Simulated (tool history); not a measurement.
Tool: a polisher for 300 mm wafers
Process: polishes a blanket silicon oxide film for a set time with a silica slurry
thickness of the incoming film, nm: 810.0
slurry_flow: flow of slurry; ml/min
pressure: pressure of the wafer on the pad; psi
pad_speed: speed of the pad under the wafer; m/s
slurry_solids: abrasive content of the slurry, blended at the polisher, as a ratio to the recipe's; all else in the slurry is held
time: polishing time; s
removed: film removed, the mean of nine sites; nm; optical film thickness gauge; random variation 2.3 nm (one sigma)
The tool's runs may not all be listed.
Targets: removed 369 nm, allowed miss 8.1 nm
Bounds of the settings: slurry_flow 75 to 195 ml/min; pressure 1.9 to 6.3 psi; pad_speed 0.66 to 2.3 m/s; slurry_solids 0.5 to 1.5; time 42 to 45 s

run 1 day=0 | slurry_flow=125 pressure=4.1 pad_speed=1.46 slurry_solids=1 time=42 | removed=202.37
run 2 day=0.058 | slurry_flow=125 pressure=4.1 pad_speed=1.46 slurry_solids=0.8 time=42 | removed=175.64
run 3 day=0.142 | slurry_flow=125 pressure=4.1 pad_speed=1.46 slurry_solids=0.6 time=42 | removed=136.23
run 4 day=0.358 | slurry_flow=125 pressure=4.1 pad_speed=1.46 slurry_solids=0.55 time=42 | removed=124.32
run 5 day=0.454 | slurry_flow=135 pressure=4.5 pad_speed=1.6 slurry_solids=0.55 time=42 | removed=145.03
run 6 day=0.679 | slurry_flow=135 pressure=4.1 pad_speed=1.6 slurry_solids=0.55 time=42 | removed=136.13
run 7 day=0.75 | slurry_flow=135 pressure=4.5 pad_speed=1.72 slurry_solids=0.6 time=42 | removed=168.6
run 8 day=1.012 | slurry_flow=135 pressure=4.8 pad_speed=1.82 slurry_solids=0.6 time=42 | removed=185.34
run 9 day=1.121 | slurry_flow=135 pressure=5 pad_speed=1.9 slurry_solids=0.6 time=42 | removed=194.97
run 10 day=1.346 | slurry_flow=140 pressure=5.2 pad_speed=1.96 slurry_solids=0.65 time=42 | removed=224.1
run 11 day=1.525 | slurry_flow=145 pressure=5.4 pad_speed=2.02 slurry_solids=0.65 time=42 | removed=238.24
run 12 day=1.621 | slurry_flow=145 pressure=5.4 pad_speed=2.02 slurry_solids=0.65 time=42 | removed=237.65
run 13 day=1.729 | slurry_flow=145 pressure=5.5 pad_speed=2.06 slurry_solids=0.65 time=42 | removed=247.29
run 14 day=2.1 | slurry_flow=145 pressure=5.6 pad_speed=2.1 slurry_solids=0.65 time=42 | removed=249.87
run 15 day=2.471 | slurry_flow=150 pressure=5.7 pad_speed=2.14 slurry_solids=0.7 time=42 | removed=276.82
run 16 day=2.696 | slurry_flow=150 pressure=5.8 pad_speed=2.16 slurry_solids=0.7 time=42 | removed=284.32
run 17 day=2.779 | slurry_flow=150 pressure=5.9 pad_speed=2.18 slurry_solids=0.7 time=42 | removed=288.22
run 18 day=3.133 | slurry_flow=155 pressure=6 pad_speed=2.2 slurry_solids=0.7 time=42 | removed=296.48
run 19 day=3.388 | slurry_flow=155 pressure=6 pad_speed=2.22 slurry_solids=0.7 time=42 | removed=299.91
run 20 day=3.45 | slurry_flow=155 pressure=6 pad_speed=2.24 slurry_solids=0.7 time=42 | removed=302.43
run 21 day=3.729 | slurry_flow=155 pressure=6.2 pad_speed=2.28 slurry_solids=0.8 time=42 | removed=346.88

Which of these 5 next moves meets every target?
run A day=4.008 | slurry_flow=140 pressure=5.7 pad_speed=2.26 slurry_solids=0.8 time=43 | removed=?
run B day=4.008 | slurry_flow=165 pressure=6 pad_speed=2.22 slurry_solids=0.75 time=44 | removed=?
run C day=4.008 | slurry_flow=175 pressure=5.6 pad_speed=1.9 slurry_solids=0.95 time=44 | removed=?
run D day=4.008 | slurry_flow=160 pressure=5.9 pad_speed=2.3 slurry_solids=0.85 time=42 | removed=?
run E day=4.008 | slurry_flow=160 pressure=6.3 pad_speed=2.04 slurry_solids=0.9 time=44 | removed=?

move=A removed=323.04
move=B removed=331.2
move=C removed=329.8
move=D removed=350.1
move=E removed=363.96
A: further off than the last run
B: further off than the last run
C: further off than the last run
D: nearer than the last run, and not there yet
E: meets every target
The right move is E.
